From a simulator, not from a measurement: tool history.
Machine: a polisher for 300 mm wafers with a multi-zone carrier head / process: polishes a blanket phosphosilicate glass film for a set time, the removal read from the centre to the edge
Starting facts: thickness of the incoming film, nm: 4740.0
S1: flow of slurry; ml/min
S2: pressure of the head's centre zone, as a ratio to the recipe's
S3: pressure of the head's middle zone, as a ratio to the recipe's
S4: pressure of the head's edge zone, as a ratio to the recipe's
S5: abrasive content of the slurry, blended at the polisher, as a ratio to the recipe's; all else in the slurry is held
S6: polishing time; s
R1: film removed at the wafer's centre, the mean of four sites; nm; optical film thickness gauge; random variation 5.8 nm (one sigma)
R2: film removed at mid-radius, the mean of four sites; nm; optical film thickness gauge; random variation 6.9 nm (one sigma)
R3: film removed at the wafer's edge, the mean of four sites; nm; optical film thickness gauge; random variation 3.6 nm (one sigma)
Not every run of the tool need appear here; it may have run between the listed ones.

{"run": 1, "hour": 0.0, "S1": 185, "S2": 1, "S3": 1, "S4": 1, "S5": 1, "S6": 48, "R1": 412.76, "R2": 432.36, "R3": 424.41}
{"run": 2, "hour": 8.6, "S1": 185, "S2": 1, "S3": 1, "S4": 0.94, "S5": 1, "S6": 48, "R1": 425.58, "R2": 416.32, "R3": 414.11}
{"run": 3, "hour": 16.4, "S1": 185, "S2": 0.94, "S3": 1, "S4": 0.94, "S5": 1, "S6": 48, "R1": 400.54, "R2": 426.51, "R3": 415.88}
{"run": 4, "hour": 22.4, "S1": 195, "S2": 0.95, "S3": 1.02, "S4": 0.96, "S5": 1.05, "S6": 48, "R1": 411.88, "R2": 448.91, "R3": 420.56}
{"run": 5, "hour": 26.9, "S1": 195, "S2": 1.03, "S3": 1.02, "S4": 0.96, "S5": 1.05, "S6": 48, "R1": 451.19, "R2": 436.09, "R3": 422.06}
{"run": 6, "hour": 29.5, "S1": 195, "S2": 1.03, "S3": 1.02, "S4": 0.9, "S5": 1.05, "S6": 48, "R1": 441.33, "R2": 442.82, "R3": 415.14}
{"run": 7, "hour": 34.0, "S1": 195, "S2": 1.03, "S3": 1.02, "S4": 0.9, "S5": 1.05, "S6": 48, "R1": 445.1, "R2": 443.09, "R3": 411.14}
{"run": 8, "hour": 39.5, "S1": 195, "S2": 1.01, "S3": 1.03, "S4": 0.93, "S5": 1.1, "S6": 48, "R1": 441.13, "R2": 460.38, "R3": 419.62}
{"run": 9, "hour": 44.1, "S1": 195, "S2": 1, "S3": 1.03, "S4": 0.96, "S5": 1.15, "S6": 48, "R1": 457.21, "R2": 468.21, "R3": 438.68}
{"run": 10, "hour": 49.6, "S1": 195, "S2": 0.98, "S3": 1.04, "S4": 0.98, "S5": 1.15, "S6": 48, "R1": 429.06, "R2": 453.65, "R3": 439.52}
{"run": 11, "hour": 55.0, "S1": 205, "S2": 0.97, "S3": 1.06, "S4": 0.98, "S5": 1.2, "S6": 48, "R1": 448.03, "R2": 481.64, "R3": 456.53}
{"run": 12, "hour": 57.7, "S1": 210, "S2": 0.96, "S3": 1.08, "S4": 0.98, "S5": 1.2, "S6": 48, "R1": 439.11, "R2": 500.66, "R3": 457.44}

Expected results for the next run?
{"run": 13, "hour": 65.1, "S1": 215, "S2": 0.96, "S3": 1.09, "S4": 0.99, "S5": 1.2, "S6": 48, "R1": "?", "R2": "?", "R3": "?"}

R1: 444.38 nm
R2: 511.91 nm
R3: 455.49 nm

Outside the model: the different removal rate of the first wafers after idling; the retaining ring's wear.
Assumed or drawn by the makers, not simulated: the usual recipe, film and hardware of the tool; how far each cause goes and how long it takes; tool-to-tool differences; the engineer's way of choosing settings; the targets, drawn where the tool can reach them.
